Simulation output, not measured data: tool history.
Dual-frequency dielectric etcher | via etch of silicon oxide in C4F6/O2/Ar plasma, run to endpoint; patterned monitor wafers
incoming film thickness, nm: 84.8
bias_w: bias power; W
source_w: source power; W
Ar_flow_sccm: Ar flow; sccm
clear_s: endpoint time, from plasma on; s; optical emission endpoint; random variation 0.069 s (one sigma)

| run | hour | bias_w | source_w | Ar_flow_sccm | clear_s |
|---|---|---|---|---|---|
| 1 | 0.0 | 584 | 430 | 339 | 17.036 |
| 2 | 3.5 | 547 | 430 | 339 | 17.400 |
| 3 | 8.0 | 507 | 420 | 341 | 18.127 |
| 4 | 10.3 | 507 | 460 | 341 | 17.514 |
| 5 | 13.3 | 507 | 460 | 388 | 17.717 |
| 6 | 22.1 | 595 | 460 | 388 | 16.835 |

Run 7 comes next. What will it give?
| 7 | 27.4 | 595 | 460 | 388 | ? |

{"run 7": {"clear_s": 16.819}}

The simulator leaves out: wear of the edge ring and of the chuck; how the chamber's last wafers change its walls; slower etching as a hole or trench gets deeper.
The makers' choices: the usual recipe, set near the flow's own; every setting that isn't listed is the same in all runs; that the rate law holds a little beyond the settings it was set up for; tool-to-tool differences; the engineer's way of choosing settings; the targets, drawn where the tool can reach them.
